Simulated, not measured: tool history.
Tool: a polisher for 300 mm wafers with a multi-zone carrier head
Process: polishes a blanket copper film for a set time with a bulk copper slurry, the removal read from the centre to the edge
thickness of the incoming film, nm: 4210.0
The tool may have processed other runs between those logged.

| run | hour | flow of slurry (ml/min) | pressure of the head's centre zone | pressure of the head's middle zone | pressure of the head's edge zone | abrasive content of the slurry | polishing time (s) | film removed at the wafer's centre (nm) | film removed at mid-radius (nm) | film removed at the wafer's edge (nm) |
|---|---|---|---|---|---|---|---|---|---|---|
| 1 | 0 | 220 | 1 | 1 | 1 | 1 | 77 | 764.29 | 745.3 | 736.39 |
| 2 | 1.5 | 195 | 1 | 0.98 | 0.95 | 0.85 | 65 | 608.19 | 566.61 | 586.09 |
| 3 | 4 | 195 | 1 | 0.98 | 0.87 | 0.85 | 65 | 605.78 | 569.88 | 549.95 |
| 4 | 6.3 | 195 | 1 | 0.98 | 0.82 | 0.85 | 65 | 605.07 | 574.19 | 532.96 |
| 5 | 7.2 | 250 | 1 | 0.98 | 0.82 | 0.85 | 65 | 631 | 580 | 563.61 |
| 6 | 10.2 | 220 | 1 | 0.98 | 0.82 | 0.75 | 57 | 518.73 | 487.96 | 475.13 |
| 7 | 16.3 | 200 | 1.02 | 0.99 | 0.82 | 0.7 | 53 | 476.12 | 451.4 | 415.77 |
| 8 | 23.2 | 185 | 1.02 | 0.97 | 0.82 | 0.65 | 51 | 438.71 | 402.82 | 388.54 |
| 9 | 31.6 | 170 | 1.02 | 0.97 | 0.82 | 0.6 | 50 | 408.56 | 377.12 | 366.09 |

Run 10 comes next. What will it give?
| 10 | 37 | 160 | 1.02 | 0.97 | 0.82 | 0.6 | 50 | ? | ? | ? |

{"run 10": {"film removed at the wafer's centre (nm)": 405.61, "film removed at mid-radius (nm)": 371.86, "film removed at the wafer's edge (nm)": 355.62}}
